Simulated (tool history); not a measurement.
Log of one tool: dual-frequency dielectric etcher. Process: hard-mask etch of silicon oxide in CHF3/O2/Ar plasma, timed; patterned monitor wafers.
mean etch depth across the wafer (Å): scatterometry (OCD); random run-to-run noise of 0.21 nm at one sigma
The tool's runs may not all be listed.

run	hour	source power (kW)	bias power (kW)	etch time (s)	mean etch depth across the wafer (Å)
1	0.0	0.520	0.158	34.5	640.02
2	7.8	0.590	0.158	34.5	660.43
3	8.8	0.560	0.155	34.5	648.34
4	16.4	0.560	0.135	34.5	610.62
5	20.7	0.560	0.135	34.5	614.44
6	27.4	0.560	0.135	36.0	644.35
7	34.2	0.540	0.134	36.0	630.67
8	39.8	0.540	0.134	36.0	631.39
9	48.3	0.520	0.133	36.0	624.72
10	55.7	0.500	0.132	36.0	617.94

What will run 11 give?
11	61.5	0.490	0.131	36.0	?

{"run 11": {"mean etch depth across the wafer (Å)": 610.32}}
